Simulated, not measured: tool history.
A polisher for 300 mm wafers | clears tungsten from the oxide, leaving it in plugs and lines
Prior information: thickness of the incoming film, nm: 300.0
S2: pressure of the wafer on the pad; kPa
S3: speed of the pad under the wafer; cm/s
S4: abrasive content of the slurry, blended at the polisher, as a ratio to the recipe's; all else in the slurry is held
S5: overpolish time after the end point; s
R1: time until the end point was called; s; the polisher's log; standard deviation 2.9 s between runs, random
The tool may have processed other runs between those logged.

Run 1, day 0.000: flow of slurry (ml/min) 265, S2 17.2 kPa, S3 124 cm/s, S4 1.0, S5 33 s. Result: R1 81.766 s.
Run 2, day 0.258: flow of slurry (ml/min) 265, S2 17.2 kPa, S3 124 cm/s, S4 1.0, S5 33 s. Result: R1 82.098 s.
Run 3, day 0.621: flow of slurry (ml/min) 320, S2 17.2 kPa, S3 124 cm/s, S4 1.0, S5 33 s. Result: R1 79.511 s.
Run 4, day 0.954: flow of slurry (ml/min) 320, S2 15.2 kPa, S3 118 cm/s, S4 1.0, S5 33 s. Result: R1 96.377 s.
Run 5, day 1.038: flow of slurry (ml/min) 320, S2 11.0 kPa, S3 118 cm/s, S4 1.0, S5 33 s. Result: R1 130.570 s.
At day 1.262: worn pad replaced by a new one.
Run 6, day 1.262: flow of slurry (ml/min) 355, S2 11.0 kPa, S3 118 cm/s, S4 1.0, S5 33 s. Result: R1 118.780 s.

Expected results for the next run?
Run 7, day 1.379: flow of slurry (ml/min) 280, S2 8.3 kPa, S3 116 cm/s, S4 1.0, S5 33 s. Result: R1 ?.

{"run 7": {"R1": 161.17}}
